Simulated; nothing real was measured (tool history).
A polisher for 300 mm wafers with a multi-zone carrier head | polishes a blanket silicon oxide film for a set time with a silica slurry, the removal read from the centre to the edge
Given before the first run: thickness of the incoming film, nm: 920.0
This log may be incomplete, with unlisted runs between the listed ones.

run  hour  flow of slurry (ml/min)  pressure of the head's centre zone  pressure of the head's middle zone  pressure of the head's edge zone  abrasive content of the slurry  polishing time (s)  film removed at the wafer's centre (angstrom)  film removed at mid-radius (angstrom)  film removed at the wafer's edge (angstrom)
  1   0.0                      295                                1.00                                1.00                              1.00                            1.00                  41                                         1273.4                                 1304.7                                       1317.1
  2   1.7                      295                                1.00                                1.00                              1.00                            1.00                  51                                         1585.4                                 1594.3                                       1626.6
  3   4.8                      295                                0.91                                1.00                              1.00                            1.00                  51                                         1436.8                                 1612.1                                       1630.5
  4  10.1                      295                                0.88                                1.00                              1.00                            1.00                  51                                         1389.4                                 1625.3                                       1612.4
  5  11.1                      295                                0.88                                1.00                              1.00                            1.15                  51                                         1453.1                                 1703.7                                       1702.9
  6  17.7                      295                                0.88                                1.05                              1.00                            1.15                  51                                         1461.9                                 1763.0                                       1709.0
  7  19.3                      300                                0.91                                1.04                              1.01                            1.15                  51                                         1521.8                                 1750.7                                       1713.1
  8  22.3                      305                                0.93                                1.03                              1.03                            1.15                  51                                         1544.7                                 1696.3                                       1712.4
  9  30.0                      305                                0.94                                1.02                              1.04                            1.20                  51                                         1578.2                                 1715.0                                       1757.1
 10  30.9                      305                                0.96                                1.01                              1.05                            1.20                  51                                         1617.9                                 1746.0                                       1759.7
 11  37.2                      310                                0.98                                0.99                              1.06                            1.20                  51                                         1658.1                                 1724.6                                       1784.7
 12  38.2                      315                                1.00                                0.98                              1.07                            1.20                  51                                         1673.4                                 1664.8                                       1792.0
 13  44.7                      355                                1.10                                1.01                              1.15                            1.30                  51                                         1938.8                                 1802.2                                       1904.7
 14  47.1                      355                                1.10                                1.01                              1.15                            1.30                  51                                         1958.6                                 1798.0                                       1907.2
 15  52.8                      355                                1.10                                1.00                              1.15                            1.30                  51                                         1966.4                                 1823.0                                       1928.3
 16  55.2                      355                                1.10                                0.99                              1.15                            1.30                  51                                         1964.4                                 1808.2                                       1917.0

What does the tool deliver on the next run?
 17  55.8                      355                                1.10                                0.98                              1.15                            1.30                  51                                              ?                                      ?                                            ?

{"run 17": {"film removed at the wafer's centre (angstrom)": 1955.5, "film removed at mid-radius (angstrom)": 1758.0, "film removed at the wafer's edge (angstrom)": 1932.7}}
